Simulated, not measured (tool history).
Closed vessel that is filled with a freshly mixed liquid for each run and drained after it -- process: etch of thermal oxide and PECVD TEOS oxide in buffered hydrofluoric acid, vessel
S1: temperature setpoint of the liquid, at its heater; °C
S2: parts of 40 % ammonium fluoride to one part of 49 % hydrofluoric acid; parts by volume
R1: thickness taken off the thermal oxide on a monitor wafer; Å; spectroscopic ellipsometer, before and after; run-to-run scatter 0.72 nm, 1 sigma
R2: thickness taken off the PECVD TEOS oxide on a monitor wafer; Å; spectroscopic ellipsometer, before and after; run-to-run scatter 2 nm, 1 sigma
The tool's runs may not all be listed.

{"run": 1, "hour": 0.0, "S1": 22, "S2": 8, "time in the liquid (s)": 60, "R1": 721.11, "R2": 2561.2}
{"run": 2, "hour": 8.7, "S1": 22.5, "S2": 8, "time in the liquid (s)": 60, "R1": 742.25, "R2": 2669.2}
{"run": 3, "hour": 12.8, "S1": 22.5, "S2": 6.5, "time in the liquid (s)": 60, "R1": 913.64, "R2": 3283}
{"run": 4, "hour": 22.0, "S1": 22.5, "S2": 7.5, "time in the liquid (s)": 60, "R1": 799.71, "R2": 2832.7}
{"run": 5, "hour": 25.7, "S1": 23, "S2": 7.5, "time in the liquid (s)": 60, "R1": 827.17, "R2": 2910.3}
{"run": 6, "hour": 30.4, "S1": 23, "S2": 7.5, "time in the liquid (s)": 85, "R1": 1167.7, "R2": 4161.8}

For run 7, what comes out?
{"run": 7, "hour": 35.0, "S1": 22.5, "S2": 7.5, "time in the liquid (s)": 85, "R1": "?", "R2": "?"}

{"run 7": {"R1": 1130, "R2": 4045.8}}
